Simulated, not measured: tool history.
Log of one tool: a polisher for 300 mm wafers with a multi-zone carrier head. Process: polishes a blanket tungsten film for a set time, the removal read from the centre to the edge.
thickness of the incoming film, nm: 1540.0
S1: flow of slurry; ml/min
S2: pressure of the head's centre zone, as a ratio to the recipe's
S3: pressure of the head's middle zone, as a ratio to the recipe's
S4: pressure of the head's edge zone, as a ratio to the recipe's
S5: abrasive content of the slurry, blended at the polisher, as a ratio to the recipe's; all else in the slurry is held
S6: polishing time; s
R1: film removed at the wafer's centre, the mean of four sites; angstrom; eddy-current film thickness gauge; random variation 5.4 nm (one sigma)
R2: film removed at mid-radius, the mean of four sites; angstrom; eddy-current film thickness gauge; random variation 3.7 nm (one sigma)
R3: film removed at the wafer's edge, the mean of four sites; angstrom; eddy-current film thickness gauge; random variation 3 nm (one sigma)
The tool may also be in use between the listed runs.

| run | day | S1 | S2 | S3 | S4 | S5 | S6 | R1 | R2 | R3 |
|---|---|---|---|---|---|---|---|---|---|---|
| 1 | 0.000 | 280 | 1.00 | 1.00 | 1.00 | 1.00 | 74 | 3050.9 | 3160.8 | 2975.9 |
| 2 | 0.354 | 280 | 1.00 | 1.00 | 1.00 | 1.00 | 83 | 3451.9 | 3629.9 | 3296.1 |
| 3 | 0.629 | 280 | 1.00 | 1.00 | 1.00 | 0.85 | 83 | 3318.5 | 3393.4 | 3158.6 |
| 4 | 0.962 | 280 | 1.00 | 1.00 | 1.00 | 1.05 | 83 | 3594.3 | 3663.8 | 3337.3 |
| 5 | 1.196 | 280 | 1.00 | 1.00 | 1.00 | 1.20 | 83 | 3661.5 | 3771.0 | 3516.2 |
| 6 | 1.221 | 280 | 1.00 | 1.00 | 1.00 | 1.15 | 83 | 3540.9 | 3723.7 | 3454.2 |

Forecast run 7:
|  | 1.404 | edge zone pressure recalibrated |
| 7 | 1.404 | 285 | 1.00 | 1.00 | 1.02 | 1.20 | 84 | ? | ? | ? |

Run 7 gave R1 3581.1 angstrom, R2 3892.6 angstrom, R3 3772.4 angstrom.
